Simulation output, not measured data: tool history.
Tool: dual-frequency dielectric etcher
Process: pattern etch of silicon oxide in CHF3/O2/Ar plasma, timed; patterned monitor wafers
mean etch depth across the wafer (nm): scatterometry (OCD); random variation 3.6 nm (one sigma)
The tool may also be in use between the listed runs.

run,hour,source power (W),bias power (W),etch time (s),mean etch depth across the wafer (nm)
1,0,700,193,297,660.28
2,1.5,810,193,297,701.16
3,6.7,860,208,297,741.97
4,7.5,860,208,297,738.84
5,14,900,219,297,781.67
6,19.1,900,233,297,799.75
7,24.9,920,234,297,810.45

The next listed run, before its measurement:
8,25.4,940,235,297,?

mean etch depth across the wafer (nm): 814.38

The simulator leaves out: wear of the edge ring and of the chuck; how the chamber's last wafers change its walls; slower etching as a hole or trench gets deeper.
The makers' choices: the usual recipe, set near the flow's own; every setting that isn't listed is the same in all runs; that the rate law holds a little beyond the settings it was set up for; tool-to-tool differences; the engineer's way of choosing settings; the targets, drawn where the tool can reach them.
